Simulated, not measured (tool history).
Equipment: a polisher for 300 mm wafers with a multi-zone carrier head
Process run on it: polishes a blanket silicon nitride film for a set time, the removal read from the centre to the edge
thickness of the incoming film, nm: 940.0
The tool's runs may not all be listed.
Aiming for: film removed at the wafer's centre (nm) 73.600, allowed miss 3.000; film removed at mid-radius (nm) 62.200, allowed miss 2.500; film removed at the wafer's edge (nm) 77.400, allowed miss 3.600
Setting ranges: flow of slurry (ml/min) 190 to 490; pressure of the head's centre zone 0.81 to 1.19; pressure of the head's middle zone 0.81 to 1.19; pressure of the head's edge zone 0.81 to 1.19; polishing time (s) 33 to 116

run	hour	flow of slurry (ml/min)	pressure of the head's centre zone	pressure of the head's middle zone	pressure of the head's edge zone	polishing time (s)	film removed at the wafer's centre (nm)	film removed at mid-radius (nm)	film removed at the wafer's edge (nm)
1	0.0	315	1.00	1.00	1.00	74	126.800	124.580	124.610
2	3.8	310	1.00	0.97	1.01	68	116.490	113.760	114.690
3	10.7	310	1.00	0.97	1.01	85	145.280	137.520	141.210
4	17.5	280	1.00	0.97	1.01	85	141.730	136.170	142.270
5	19.3	280	1.00	0.91	1.01	85	142.830	132.170	147.600
6	20.3	265	1.01	0.89	1.00	77	127.890	114.850	128.040
7	27.3	255	1.02	0.88	1.02	71	121.210	103.900	119.600
8	29.4	245	1.01	0.87	1.02	66	108.270	96.246	110.710
9	36.1	240	1.01	0.86	1.03	62	103.280	88.352	101.590
10	44.4	230	1.00	0.85	1.05	59	94.508	82.386	101.390
11	46.6	230	1.00	0.85	1.05	56	91.172	77.140	95.942
12	48.5	235	1.00	0.85	1.05	54	89.690	75.830	89.543
13	50.9	240	0.99	0.85	1.06	53	87.170	75.772	90.827
14	51.5	240	0.99	0.84	1.06	51	82.601	71.744	86.360
15	53.1	240	0.99	0.84	1.06	50	82.121	69.724	84.203
16	60.3	240	0.99	0.84	1.06	49	80.949	67.927	83.142
17	65.9	240	0.98	0.84	1.06	49	80.020	69.696	82.942
18	66.6	240	0.98	0.84	1.06	48	76.349	68.115	81.695
19	67.8	240	0.98	0.84	1.06	47	76.185	66.034	77.570
20	75.9	235	0.98	0.84	1.06	47	74.591	65.353	78.506
21	81.1	230	0.98	0.84	1.06	47	74.313	65.345	78.964

Consider the 4 candidate settings below. Which is the only one whose results all fall within their allowed miss of target?
A	86.3	270	1.00	0.94	0.98	45	?	?	?
B	86.3	225	1.00	0.87	1.03	47	?	?	?
C	86.3	190	0.97	0.88	1.11	48	?	?	?
D	86.3	325	1.00	0.82	1.11	44	?	?	?

move	film removed at the wafer's centre (nm)	film removed at mid-radius (nm)	film removed at the wafer's edge (nm)
A	75.285	69.688	76.303
B	76.433	66.555	79.869
C	73.291	66.651	82.370
D	75.228	62.118	79.926
A: moves away from the targets compared with the last run
B: moves away from the targets compared with the last run
C: moves away from the targets compared with the last run
D: each result inside its tolerance
The right move is D.

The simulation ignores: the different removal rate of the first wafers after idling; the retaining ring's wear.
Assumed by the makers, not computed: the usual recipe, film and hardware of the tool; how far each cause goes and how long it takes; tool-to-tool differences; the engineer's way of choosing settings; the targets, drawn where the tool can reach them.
